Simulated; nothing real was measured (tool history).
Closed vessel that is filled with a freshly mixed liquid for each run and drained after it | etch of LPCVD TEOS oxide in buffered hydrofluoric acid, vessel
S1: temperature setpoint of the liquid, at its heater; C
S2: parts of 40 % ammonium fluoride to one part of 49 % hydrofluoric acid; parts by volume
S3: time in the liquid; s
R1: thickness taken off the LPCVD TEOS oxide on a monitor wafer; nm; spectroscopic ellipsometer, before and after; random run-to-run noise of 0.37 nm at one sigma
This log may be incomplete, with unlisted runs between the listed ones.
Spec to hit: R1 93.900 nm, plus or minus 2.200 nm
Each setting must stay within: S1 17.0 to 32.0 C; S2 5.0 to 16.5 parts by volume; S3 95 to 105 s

run	hour	S1	S2	S3	R1
1	0.0	24.0	10.0	95	159.050
2	4.1	22.0	10.5	95	136.210
3	8.7	25.5	10.5	95	165.780
4	14.4	28.0	10.5	95	191.260
5	18.0	24.5	11.0	95	149.700
6	18.8	22.0	11.0	95	130.990
7	24.0	20.5	11.0	95	120.420
8	27.1	19.5	11.0	95	113.500
9	32.3	18.5	11.0	95	107.760
10	40.1	17.0	12.0	95	90.891
11	41.7	17.0	12.0	95	90.388

Which single option among these 4 for the next run brings every result within its allowed miss of target? Just one does.
A	43.3	17.5	12.5	100	?
B	43.3	17.0	13.5	105	?
C	43.3	17.5	14.0	105	?
D	43.3	18.5	14.0	100	?

move	R1
A	94.571
B	89.488
C	88.848
D	89.563
A: every result within its allowed miss
B: moves away from the targets compared with the last run
C: moves away from the targets compared with the last run
D: moves away from the targets compared with the last run
Go with A: it meets all targets.

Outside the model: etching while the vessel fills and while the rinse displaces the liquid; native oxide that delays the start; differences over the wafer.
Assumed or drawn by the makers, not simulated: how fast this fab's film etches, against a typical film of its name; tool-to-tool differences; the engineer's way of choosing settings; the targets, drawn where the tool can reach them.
